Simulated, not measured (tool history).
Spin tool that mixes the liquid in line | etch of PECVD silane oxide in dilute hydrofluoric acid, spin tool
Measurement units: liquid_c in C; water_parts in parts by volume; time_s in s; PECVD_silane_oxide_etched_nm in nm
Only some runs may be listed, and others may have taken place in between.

Run 1, hour 0.0: liquid_c 24.0 C, water_parts 165 parts by volume, time_s 90 s. Result: PECVD_silane_oxide_etched_nm 8.8254 nm.
Run 2, hour 2.3: liquid_c 24.0 C, water_parts 145 parts by volume, time_s 90 s. Result: PECVD_silane_oxide_etched_nm 10.2350 nm.
Run 3, hour 5.4: liquid_c 24.0 C, water_parts 180 parts by volume, time_s 90 s. Result: PECVD_silane_oxide_etched_nm 7.8907 nm.
Run 4, hour 6.2: liquid_c 24.0 C, water_parts 135 parts by volume, time_s 90 s. Result: PECVD_silane_oxide_etched_nm 11.1160 nm.
Run 5, hour 9.4: liquid_c 25.0 C, water_parts 125 parts by volume, time_s 90 s. Result: PECVD_silane_oxide_etched_nm 12.6470 nm.
Run 6, hour 14.3: liquid_c 26.0 C, water_parts 120 parts by volume, time_s 90 s. Result: PECVD_silane_oxide_etched_nm 13.7810 nm.
Run 7, hour 17.3: liquid_c 27.0 C, water_parts 115 parts by volume, time_s 90 s. Result: PECVD_silane_oxide_etched_nm 14.9930 nm.
Run 8, hour 23.2: liquid_c 28.0 C, water_parts 110 parts by volume, time_s 90 s. Result: PECVD_silane_oxide_etched_nm 16.5060 nm.
Run 9, hour 23.9: liquid_c 28.5 C, water_parts 110 parts by volume, time_s 90 s. Result: PECVD_silane_oxide_etched_nm 16.7700 nm.

For run 10, what comes out?
Run 10, hour 28.7: liquid_c 28.5 C, water_parts 110 parts by volume, time_s 90 s. Result: PECVD_silane_oxide_etched_nm ?.

{"run 10": {"PECVD_silane_oxide_etched_nm": 16.777}}
